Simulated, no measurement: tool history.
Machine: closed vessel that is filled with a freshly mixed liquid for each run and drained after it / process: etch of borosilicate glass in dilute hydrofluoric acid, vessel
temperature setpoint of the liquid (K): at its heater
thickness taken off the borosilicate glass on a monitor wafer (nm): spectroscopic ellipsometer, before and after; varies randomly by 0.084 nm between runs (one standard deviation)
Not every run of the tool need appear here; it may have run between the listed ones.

| run | day | temperature setpoint of the liquid (K) | parts of water to one part of 49 % hydrofluoric acid (parts by volume) | time in the liquid (s) | thickness taken off the borosilicate glass on a monitor wafer (nm) |
|---|---|---|---|---|---|
| 1 | 0.000 | 296.15 | 185 | 120 | 11.836 |
| 2 | 0.200 | 294.65 | 185 | 120 | 11.077 |
| 3 | 0.467 | 294.65 | 185 | 130 | 11.921 |
| 4 | 0.783 | 293.15 | 185 | 130 | 11.419 |
| 5 | 0.854 | 291.65 | 185 | 130 | 10.596 |
| 6 | 1.225 | 291.15 | 190 | 130 | 10.176 |
|  | 1.308 | thermometer replaced |
| 7 | 1.308 | 290.65 | 190 | 130 | 10.453 |

Run 8 comes next. What will it give?
| 8 | 1.358 | 290.65 | 195 | 130 | ? |

Run 8 produced thickness taken off the borosilicate glass on a monitor wafer (nm) 10.039.
